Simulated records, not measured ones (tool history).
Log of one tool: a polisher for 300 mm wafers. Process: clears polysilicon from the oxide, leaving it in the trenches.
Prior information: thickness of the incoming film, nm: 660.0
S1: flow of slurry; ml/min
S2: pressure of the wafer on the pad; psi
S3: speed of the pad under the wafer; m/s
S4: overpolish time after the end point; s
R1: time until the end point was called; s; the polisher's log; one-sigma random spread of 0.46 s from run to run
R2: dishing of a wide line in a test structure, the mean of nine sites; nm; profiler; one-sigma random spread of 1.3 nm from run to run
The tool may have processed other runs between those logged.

run 1 hour=0 | S1=190 S2=2.9 S3=0.98 S4=19 | R1=38.086 R2=80.709
run 2 hour=8.4 | S1=190 S2=2.3 S3=0.98 S4=19 | R1=46.826 R2=77.053
run 3 hour=11.5 | S1=195 S2=2.2 S3=1.04 S4=17 | R1=46.735 R2=75.63
run 4 hour=16.9 | S1=195 S2=1.6 S3=1.04 S4=17 | R1=62.532 R2=70.487
run 5 hour=23.9 | S1=195 S2=1.6 S3=1.2 S4=17 | R1=54.735 R2=72.723
run 6 hour=25.1 | S1=215 S2=1.7 S3=1.24 S4=15 | R1=49.178 R2=75.097
run 7 hour=27.8 | S1=195 S2=1.8 S3=1.26 S4=13 | R1=47.328 R2=71.979
run 8 hour=29.1 | S1=180 S2=1.9 S3=1.28 S4=12 | R1=44.727 R2=74.271
run 9 hour=31.7 | S1=170 S2=1.9 S3=1.32 S4=11 | R1=44.323 R2=70.195
run 10 hour=36.3 | S1=160 S2=1.9 S3=1.36 S4=10 | R1=42.803 R2=69.199
run 11 hour=44.1 | S1=150 S2=1.9 S3=1.4 S4=9 | R1=42.844 R2=68.212
run 12 hour=49.4 | S1=145 S2=1.9 S3=1.42 S4=8 | R1=42.595 R2=62.873
run 13 hour=56.4 | S1=140 S2=1.9 S3=1.42 S4=8 | R1=42.012 R2=62.212
run 14 hour=61.2 | S1=135 S2=1.9 S3=1.42 S4=8 | R1=43.627 R2=64.938

What does the tool deliver on the next run?
-- hour=65.6 slurry nozzle cleaned
run 15 hour=65.6 | S1=130 S2=1.9 S3=1.44 S4=8 | R1=? R2=?

Run 15 gave R1 40.416 s, R2 63.168 nm.

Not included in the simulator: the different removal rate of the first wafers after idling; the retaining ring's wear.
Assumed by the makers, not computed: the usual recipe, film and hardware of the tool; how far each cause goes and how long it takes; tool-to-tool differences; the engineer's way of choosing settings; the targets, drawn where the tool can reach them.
